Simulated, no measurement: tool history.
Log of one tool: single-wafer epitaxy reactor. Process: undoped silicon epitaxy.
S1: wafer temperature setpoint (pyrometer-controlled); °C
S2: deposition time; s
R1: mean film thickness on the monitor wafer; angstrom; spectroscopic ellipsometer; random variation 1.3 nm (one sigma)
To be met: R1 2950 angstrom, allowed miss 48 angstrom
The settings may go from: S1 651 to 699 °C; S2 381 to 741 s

run	hour	S1	S2	R1
1	0	675	561	1711.5
2	5.6	678	565	1835.3
3	14.1	678	641	2096.6
4	18.1	680	641	2185.4
5	22.9	680	577	1984.5
6	30.7	670	577	1592
7	38	674	578	1729.3
8	39.5	677	579	1849.3
9	46.7	680	579	1984.6
10	50.8	692	582	2528.7
11	56.1	692	582	2528.4
12	62.1	693	583	2580.2
13	67.3	694	584	2638.6
14	71.6	695	585	2717.6
15	72.5	696	585	2743

Which of these 4 next moves meets every target?
A	73.4	697	556	?
B	73.4	699	590	?
C	73.4	692	706	?
D	73.4	699	624	?

move	R1
A	2643
B	2916.5
C	3041.2
D	3084.6
A: further off than the last run
B: meets every target
C: takes the result that was furthest off past its target
D: takes the result that was furthest off past its target
Move B is the one to make.
